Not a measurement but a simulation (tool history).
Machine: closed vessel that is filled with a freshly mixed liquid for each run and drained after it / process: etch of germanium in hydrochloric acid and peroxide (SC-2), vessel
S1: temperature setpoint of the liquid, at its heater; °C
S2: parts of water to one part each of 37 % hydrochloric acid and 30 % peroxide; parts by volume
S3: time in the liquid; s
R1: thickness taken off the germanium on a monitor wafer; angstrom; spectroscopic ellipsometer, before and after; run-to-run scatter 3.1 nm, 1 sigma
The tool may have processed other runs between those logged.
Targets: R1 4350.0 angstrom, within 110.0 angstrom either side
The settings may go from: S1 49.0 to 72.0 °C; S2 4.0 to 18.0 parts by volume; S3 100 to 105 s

| run | hour | S1 | S2 | S3 | R1 |
|---|---|---|---|---|---|
| 1 | 0.0 | 65.0 | 10.0 | 100 | 3370.0 |
| 2 | 7.5 | 66.5 | 9.5 | 100 | 3563.4 |
| 3 | 8.7 | 66.5 | 12.0 | 100 | 3427.2 |
| 4 | 11.1 | 67.5 | 11.5 | 100 | 3559.4 |
| 5 | 18.6 | 61.0 | 11.5 | 100 | 2923.5 |
| 6 | 23.9 | 61.0 | 11.5 | 105 | 3125.5 |
| 7 | 26.0 | 61.0 | 11.5 | 105 | 3113.7 |
| 8 | 27.8 | 63.0 | 11.5 | 105 | 3264.1 |
| 9 | 34.4 | 64.5 | 11.5 | 105 | 3403.8 |
| 10 | 37.7 | 66.0 | 11.0 | 105 | 3564.2 |
| 11 | 42.5 | 67.0 | 10.5 | 105 | 3736.3 |
| 12 | 50.5 | 68.0 | 10.5 | 105 | 3809.9 |
| 13 | 56.1 | 69.0 | 10.0 | 105 | 3903.0 |
| 14 | 63.0 | 69.5 | 9.5 | 105 | 4071.3 |
| 15 | 69.0 | 70.0 | 9.5 | 105 | 4082.1 |

Exercise: of the 5 proposed moves below, exactly one satisfies all targets within the stated allowed misses. Which move is it?
| A | 75.0 | 70.0 | 10.0 | 100 | ? |
| B | 75.0 | 71.0 | 8.5 | 100 | ? |
| C | 75.0 | 71.0 | 9.5 | 100 | ? |
| D | 75.0 | 66.5 | 6.0 | 105 | ? |
| E | 75.0 | 72.0 | 9.5 | 105 | ? |

| move | R1 |
|---|---|
| A | 3891.6 |
| B | 4073.8 |
| C | 4024.6 |
| D | 3871.3 |
| E | 4342.8 |
A: lands further from the targets than the last run did
B: just as far off the targets as the last run
C: lands further from the targets than the last run did
D: lands further from the targets than the last run did
E: all results in spec
Go with E: it meets all targets.
